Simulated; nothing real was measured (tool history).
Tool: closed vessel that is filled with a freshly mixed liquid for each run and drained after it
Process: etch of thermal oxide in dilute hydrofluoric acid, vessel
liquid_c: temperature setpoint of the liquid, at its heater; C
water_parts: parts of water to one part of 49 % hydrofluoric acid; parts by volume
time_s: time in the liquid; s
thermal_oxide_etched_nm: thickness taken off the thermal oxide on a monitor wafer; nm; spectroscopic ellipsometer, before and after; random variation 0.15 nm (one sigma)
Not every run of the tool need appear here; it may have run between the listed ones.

run,day,liquid_c,water_parts,time_s,thermal_oxide_etched_nm
1,0.000,21.0,215,830,16.577
2,0.342,22.0,205,830,18.136
3,0.604,22.0,205,830,18.288
4,0.788,22.0,205,830,18.323
5,0.954,23.0,200,830,19.491
6,1.050,23.0,235,830,15.920
7,1.300,27.0,145,830,33.094

Run 8, settings as shown, results not yet in. Your forecast:
8,1.342,26.5,145,830,?

thermal_oxide_etched_nm: 32.267 nm

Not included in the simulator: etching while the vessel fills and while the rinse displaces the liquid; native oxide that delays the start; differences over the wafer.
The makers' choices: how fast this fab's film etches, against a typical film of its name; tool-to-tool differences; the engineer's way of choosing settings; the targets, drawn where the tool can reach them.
